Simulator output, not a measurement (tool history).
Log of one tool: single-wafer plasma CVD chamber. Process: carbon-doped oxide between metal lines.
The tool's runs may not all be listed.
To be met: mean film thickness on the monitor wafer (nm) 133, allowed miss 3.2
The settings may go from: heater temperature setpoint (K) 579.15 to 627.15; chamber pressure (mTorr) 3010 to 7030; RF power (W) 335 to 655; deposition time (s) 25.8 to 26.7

run  hour  heater temperature setpoint (K)  chamber pressure (mTorr)  RF power (W)  deposition time (s)  mean film thickness on the monitor wafer (nm)
  1     0                           603.15                      5020           495                 25.8                                         146.13
  2   0.8                           603.15                      4690           495                 25.8                                         144.54
  3   8.7                           605.15                      4510           490                 25.8                                         141.02
  4  17.4                           605.15                      4510           490                 26.7                                         147.17
  5  25.1                           608.15                      4310           485                 26.7                                         142.88
  6  26.2                           608.15                      4310           485                 26.7                                          143.6
  7  34.8                           610.15                      4150           480                 26.7                                         140.13
  8  39.1                           612.15                      4050           480                 26.7                                            139
  9  46.1                           613.15                      3960           480                 26.7                                         138.09
 10  47.9                           614.15                      3880           480                 26.7                                         137.58

4 next moves are on the table. One of them brings every result within its allowed miss. Which?
  A  49.7                           611.15                      3960           505                 26.7                                              ?
  B  49.7                           621.15                      3650           515                 26.2                                              ?
  C  49.7                           608.15                      4040           480                 26.7                                              ?
  D  49.7                           613.15                      3830           475                 26.1                                              ?

move  mean film thickness on the monitor wafer (nm)
   A                                         145.21
   B                                         139.37
   C                                         140.78
   D                                         133.49
A: further off than the last run
B: further off than the last run
C: further off than the last run
D: meets every target
Answer: D

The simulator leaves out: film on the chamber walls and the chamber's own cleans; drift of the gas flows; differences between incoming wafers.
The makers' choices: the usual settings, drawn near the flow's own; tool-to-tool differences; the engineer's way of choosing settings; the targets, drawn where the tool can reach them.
